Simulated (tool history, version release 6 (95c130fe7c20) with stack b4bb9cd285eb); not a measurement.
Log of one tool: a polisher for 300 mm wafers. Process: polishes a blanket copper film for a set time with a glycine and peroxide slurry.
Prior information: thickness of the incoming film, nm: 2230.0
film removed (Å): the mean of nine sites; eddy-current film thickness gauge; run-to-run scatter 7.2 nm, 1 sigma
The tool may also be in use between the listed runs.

run,hour,flow of slurry (ml/min),pressure of the wafer on the pad (kPa),speed of the pad under the wafer (m/s),polishing time (s),film removed (Å)
1,0.0,250,24.1,1.24,96,6515.0
2,4.4,310,24.1,1.24,96,6723.8
3,7.9,315,26.9,1.24,96,7142.4
4,10.4,315,30.3,1.26,96,7746.0
5,19.1,315,30.3,1.26,101,8137.4
6,21.2,250,30.3,1.26,101,7934.5
7,29.2,260,32.4,1.28,101,8542.0
8,35.1,265,33.8,1.28,101,8763.9

For run 9, what comes out?
9,42.9,265,37.2,1.28,101,?

film removed (Å): 9172.7
